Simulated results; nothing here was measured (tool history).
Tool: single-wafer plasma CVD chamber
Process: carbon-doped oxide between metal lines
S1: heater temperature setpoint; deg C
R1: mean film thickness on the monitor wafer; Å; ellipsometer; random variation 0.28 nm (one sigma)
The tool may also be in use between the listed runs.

run 1 day=0 | S1=335 chamber_pressure_(Torr)=3.58 RF_power_(W)=385 deposition_time_(s)=20.6 | R1=960.76
run 2 day=0.096 | S1=340 chamber_pressure_(Torr)=3.3 RF_power_(W)=360 deposition_time_(s)=20.6 | R1=880.82
run 3 day=0.454 | S1=345 chamber_pressure_(Torr)=3.03 RF_power_(W)=350 deposition_time_(s)=20.6 | R1=847.18
run 4 day=0.825 | S1=348 chamber_pressure_(Torr)=2.87 RF_power_(W)=340 deposition_time_(s)=20.6 | R1=813.95
run 5 day=1.175 | S1=358 chamber_pressure_(Torr)=2.87 RF_power_(W)=340 deposition_time_(s)=20.6 | R1=793.68
run 6 day=1.529 | S1=358 chamber_pressure_(Torr)=2.76 RF_power_(W)=335 deposition_time_(s)=20.6 | R1=787.72

The next listed run, before its measurement:
run 7 day=1.733 | S1=358 chamber_pressure_(Torr)=2.69 RF_power_(W)=330 deposition_time_(s)=20.6 | R1=?

{"run 7": {"R1": 768.89}}
